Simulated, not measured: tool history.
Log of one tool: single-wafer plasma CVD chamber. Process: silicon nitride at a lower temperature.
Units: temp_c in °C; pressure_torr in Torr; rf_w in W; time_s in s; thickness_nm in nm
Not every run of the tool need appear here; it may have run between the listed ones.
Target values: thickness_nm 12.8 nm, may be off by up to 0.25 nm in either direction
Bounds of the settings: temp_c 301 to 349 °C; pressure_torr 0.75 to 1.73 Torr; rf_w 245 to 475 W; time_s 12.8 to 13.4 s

run,hour,temp_c,pressure_torr,rf_w,time_s,thickness_nm
1,0,325,1.24,360,13.4,14.606
2,4,325,1.24,410,13.4,15.836
3,10,325,1.35,410,13.4,16.182
4,13.4,319,1.35,410,13.4,16.202
5,19.7,319,1.35,410,12.8,15.428
6,25.6,319,1.28,400,12.8,15.014
7,32.5,319,1.28,400,12.8,15.005
8,35,319,1.28,400,12.8,14.981
9,41.7,319,1.21,395,12.8,14.679
10,47.8,319,1.15,390,12.8,14.356
11,53.4,319,1.1,385,12.8,14.174
12,56.5,319,1.06,380,12.8,13.806
13,64.2,319,1.02,380,12.8,13.756
14,66.2,319,0.99,380,12.8,13.542

Consider the 5 candidate settings below. Which is the only one whose results all fall within their allowed miss of target?
A,68.2,312,0.75,445,13.4,?
B,68.2,323,0.94,430,12.8,?
C,68.2,313,1.08,370,13.2,?
D,68.2,322,1.07,375,13,?
E,68.2,323,0.94,345,12.9,?

move,thickness_nm
A,14.558
B,14.476
C,14.191
D,14.023
E,12.757
A: further off than the last run
B: further off than the last run
C: further off than the last run
D: further off than the last run
E: every result lands within tolerance
So the answer is move E, the one that meets all the targets.

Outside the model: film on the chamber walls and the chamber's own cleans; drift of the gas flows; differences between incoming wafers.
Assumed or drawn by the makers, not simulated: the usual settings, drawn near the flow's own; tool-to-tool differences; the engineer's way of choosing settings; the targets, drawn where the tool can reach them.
